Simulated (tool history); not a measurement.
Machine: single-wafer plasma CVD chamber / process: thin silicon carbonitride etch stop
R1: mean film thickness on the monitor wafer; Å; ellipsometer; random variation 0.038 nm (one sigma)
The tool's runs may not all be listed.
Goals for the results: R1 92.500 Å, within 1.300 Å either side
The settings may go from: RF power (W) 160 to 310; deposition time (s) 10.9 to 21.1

Run 1, hour 0.0: RF power (W) 235, deposition time (s) 16.0. Result: R1 101.270 Å.
Run 2, hour 8.9: RF power (W) 235, deposition time (s) 15.1. Result: R1 96.344 Å.
Run 3, hour 16.0: RF power (W) 230, deposition time (s) 15.1. Result: R1 95.762 Å.
Run 4, hour 22.8: RF power (W) 230, deposition time (s) 16.8. Result: R1 106.040 Å.
Run 5, hour 24.9: RF power (W) 220, deposition time (s) 16.6. Result: R1 103.680 Å.
Run 6, hour 26.8: RF power (W) 210, deposition time (s) 16.4. Result: R1 99.962 Å.
Run 7, hour 27.8: RF power (W) 210, deposition time (s) 16.4. Result: R1 100.480 Å.
Run 8, hour 36.0: RF power (W) 200, deposition time (s) 16.3. Result: R1 97.644 Å.
Run 9, hour 39.7: RF power (W) 195, deposition time (s) 16.3. Result: R1 96.999 Å.
Run 10, hour 48.5: RF power (W) 190, deposition time (s) 16.3. Result: R1 96.403 Å.
Run 11, hour 53.7: RF power (W) 185, deposition time (s) 16.3. Result: R1 94.514 Å.

4 next moves are on the table. One of them brings every result within its allowed miss. Which?
Run A, hour 58.9: RF power (W) 190, deposition time (s) 15.8. Result: R1 ?.
Run B, hour 58.9: RF power (W) 175, deposition time (s) 15.8. Result: R1 ?.
Run C, hour 58.9: RF power (W) 170, deposition time (s) 17.1. Result: R1 ?.
Run D, hour 58.9: RF power (W) 175, deposition time (s) 17.0. Result: R1 ?.

move      R1
   A  92.795
   B  89.687
   C  95.883
   D  96.499
A: in spec on every target
B: moves the result that the last run missed by most past its target, out the other side
C: moves away from the targets compared with the last run
D: moves away from the targets compared with the last run
A meets every target.
